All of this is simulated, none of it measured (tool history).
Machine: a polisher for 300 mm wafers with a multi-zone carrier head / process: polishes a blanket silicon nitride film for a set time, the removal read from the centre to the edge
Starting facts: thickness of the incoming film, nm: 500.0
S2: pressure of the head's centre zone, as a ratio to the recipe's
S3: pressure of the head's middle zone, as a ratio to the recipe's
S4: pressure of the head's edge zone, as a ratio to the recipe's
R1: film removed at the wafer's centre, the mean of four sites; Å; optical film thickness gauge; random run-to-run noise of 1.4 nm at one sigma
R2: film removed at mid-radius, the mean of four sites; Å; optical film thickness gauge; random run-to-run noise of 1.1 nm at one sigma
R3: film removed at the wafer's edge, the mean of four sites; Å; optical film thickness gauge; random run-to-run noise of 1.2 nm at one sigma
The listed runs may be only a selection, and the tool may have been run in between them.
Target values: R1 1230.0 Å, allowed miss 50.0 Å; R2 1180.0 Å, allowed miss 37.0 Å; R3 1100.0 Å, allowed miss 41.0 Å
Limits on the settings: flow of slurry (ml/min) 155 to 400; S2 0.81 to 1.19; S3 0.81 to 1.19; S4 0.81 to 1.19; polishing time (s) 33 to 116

Run 1, day 0.000: flow of slurry (ml/min) 255, S2 1.00, S3 1.00, S4 1.00, polishing time (s) 74. Result: R1 1412.5 Å, R2 1387.9 Å, R3 1361.2 Å.
Run 2, day 0.375: flow of slurry (ml/min) 255, S2 1.00, S3 1.00, S4 0.98, polishing time (s) 72. Result: R1 1373.3 Å, R2 1327.1 Å, R3 1332.0 Å.
Run 3, day 0.438: flow of slurry (ml/min) 255, S2 1.01, S3 1.02, S4 0.97, polishing time (s) 70. Result: R1 1355.1 Å, R2 1307.6 Å, R3 1267.7 Å.
Run 4, day 0.721: flow of slurry (ml/min) 255, S2 1.01, S3 1.02, S4 0.97, polishing time (s) 78. Result: R1 1527.3 Å, R2 1477.7 Å, R3 1404.1 Å.
Run 5, day 0.767: flow of slurry (ml/min) 250, S2 1.01, S3 1.02, S4 0.95, polishing time (s) 76. Result: R1 1470.5 Å, R2 1419.1 Å, R3 1393.0 Å.
Run 6, day 0.925: flow of slurry (ml/min) 250, S2 1.08, S3 1.02, S4 0.95, polishing time (s) 76. Result: R1 1564.3 Å, R2 1442.8 Å, R3 1384.7 Å.
Run 7, day 1.171: flow of slurry (ml/min) 255, S2 1.07, S3 1.03, S4 0.95, polishing time (s) 73. Result: R1 1484.7 Å, R2 1383.4 Å, R3 1299.4 Å.
Run 8, day 1.279: flow of slurry (ml/min) 255, S2 1.06, S3 1.03, S4 0.95, polishing time (s) 71. Result: R1 1443.9 Å, R2 1336.6 Å, R3 1306.3 Å.
Run 9, day 1.392: flow of slurry (ml/min) 225, S2 1.03, S3 1.05, S4 0.85, polishing time (s) 60. Result: R1 1150.0 Å, R2 1154.9 Å, R3 1007.5 Å.
Run 10, day 1.579: flow of slurry (ml/min) 230, S2 1.03, S3 1.05, S4 0.86, polishing time (s) 60. Result: R1 1177.6 Å, R2 1143.1 Å, R3 1029.7 Å.
Run 11, day 1.679: flow of slurry (ml/min) 235, S2 1.03, S3 1.05, S4 0.87, polishing time (s) 60. Result: R1 1195.7 Å, R2 1132.0 Å, R3 1034.0 Å.
Run 12, day 1.904: flow of slurry (ml/min) 235, S2 1.03, S3 1.05, S4 0.87, polishing time (s) 60. Result: R1 1185.8 Å, R2 1154.8 Å, R3 1033.1 Å.
Run 13, day 2.121: flow of slurry (ml/min) 240, S2 1.03, S3 1.05, S4 0.88, polishing time (s) 60. Result: R1 1168.7 Å, R2 1163.5 Å, R3 1032.9 Å.
Run 14, day 2.350: flow of slurry (ml/min) 240, S2 1.03, S3 1.05, S4 0.89, polishing time (s) 60. Result: R1 1184.0 Å, R2 1147.6 Å, R3 1032.6 Å.
Run 15, day 2.408: flow of slurry (ml/min) 240, S2 1.03, S3 1.05, S4 0.90, polishing time (s) 60. Result: R1 1199.6 Å, R2 1145.5 Å, R3 1046.9 Å.

Consider the 4 candidate settings below. Which is the only one whose results all fall within their allowed miss of target?
Run A, day 2.467: flow of slurry (ml/min) 180, S2 1.00, S3 1.19, S4 0.81, polishing time (s) 63. Result: R1 ?, R2 ?, R3 ?.
Run B, day 2.467: flow of slurry (ml/min) 215, S2 1.07, S3 1.09, S4 0.97, polishing time (s) 61. Result: R1 ?, R2 ?, R3 ?.
Run C, day 2.467: flow of slurry (ml/min) 255, S2 0.96, S3 1.02, S4 0.88, polishing time (s) 63. Result: R1 ?, R2 ?, R3 ?.
Run D, day 2.467: flow of slurry (ml/min) 300, S2 0.98, S3 1.03, S4 0.83, polishing time (s) 64. Result: R1 ?, R2 ?, R3 ?.

move      R1      R2      R3
   A  1147.0  1243.5  1024.3
   B  1224.9  1174.1  1099.2
   C  1161.4  1194.1  1103.5
   D  1228.2  1241.1  1106.4
A: the biggest miss grows against the last run
B: every result lands within tolerance
C: meets the target for the result that was furthest off, but another lies outside its allowed miss
D: meets the target for the result that was furthest off, but another lies outside its allowed miss
So the answer is move B, the one that meets all the targets.
